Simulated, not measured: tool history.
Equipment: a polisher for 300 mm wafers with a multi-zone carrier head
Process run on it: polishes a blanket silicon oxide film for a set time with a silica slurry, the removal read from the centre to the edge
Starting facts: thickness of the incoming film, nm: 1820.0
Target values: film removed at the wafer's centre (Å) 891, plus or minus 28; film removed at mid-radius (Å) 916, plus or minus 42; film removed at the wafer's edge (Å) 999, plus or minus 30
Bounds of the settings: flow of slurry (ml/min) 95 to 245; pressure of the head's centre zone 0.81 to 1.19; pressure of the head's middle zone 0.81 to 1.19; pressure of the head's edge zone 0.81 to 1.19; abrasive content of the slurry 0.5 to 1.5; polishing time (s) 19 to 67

run,day,flow of slurry (ml/min),pressure of the head's centre zone,pressure of the head's middle zone,pressure of the head's edge zone,abrasive content of the slurry,polishing time (s),film removed at the wafer's centre (Å),film removed at mid-radius (Å),film removed at the wafer's edge (Å)
1,0,155,1,1,1,1,43,816,814.88,833.25
2,0.092,165,1,1,1.04,1,43,826.15,822.84,840.03
3,0.412,145,1,1,1.04,1,43,799.91,804.8,826.78
4,0.671,145,1,1,1.04,0.8,43,705.87,688.58,751.57
5,0.721,150,0.99,0.99,1.06,0.85,44,746.96,740.69,805.42
6,1.054,135,0.99,0.99,1.06,0.85,44,737.34,726.4,785.6
7,1.083,150,0.98,0.99,1.09,0.9,44,752.86,763.49,839.24
8,1.267,165,0.99,1,1.11,0.9,44,789.55,781.07,855.67
9,1.362,175,0.98,1.01,1.13,0.9,44,782.99,805.33,879.39
10,1.467,185,0.98,1.01,1.14,0.9,44,792.34,806.88,872.73

4 candidate next runs follow, results not yet known. Just one meets every target within its allowed miss. Identify it.
A,1.571,180,0.95,0.95,1.16,1,50,?,?,?
B,1.571,180,1.1,0.98,1.07,0.95,38,?,?,?
C,1.571,245,1.02,1.14,0.95,1.05,34,?,?,?
D,1.571,130,0.99,1.03,1.17,0.85,54,?,?,?

move,film removed at the wafer's centre (Å),film removed at mid-radius (Å),film removed at the wafer's edge (Å)
A,925.18,912.62,1057.6
B,792.87,691.95,749.93
C,725.59,773.08,686.41
D,895.37,912.58,1006.2
A: takes the result that was furthest off past its target
B: the biggest miss grows against the last run
C: the biggest miss grows against the last run
D: in spec on every target
The move that meets every target is D.
